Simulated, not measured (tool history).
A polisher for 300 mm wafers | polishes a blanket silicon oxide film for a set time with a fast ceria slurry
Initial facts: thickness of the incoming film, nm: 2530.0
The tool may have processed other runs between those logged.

run,day,flow of slurry (ml/min),pressure of the wafer on the pad (psi),speed of the pad under the wafer (m/s),polishing time (s),film removed (nm)
1,0.000,140,2.6,0.78,104,1327.6
2,0.217,145,3.0,0.78,104,1545.5
3,0.467,160,3.0,0.78,104,1572.1
4,0.496,160,3.3,0.78,104,1682.4
5,0.762,145,3.3,0.78,104,1644.7
6,1.104,145,3.3,0.78,109,1724.7

Estimate the outcome of run 7 from the log above:
7,1.200,155,3.5,0.78,109,?

film removed (nm): 1850.8
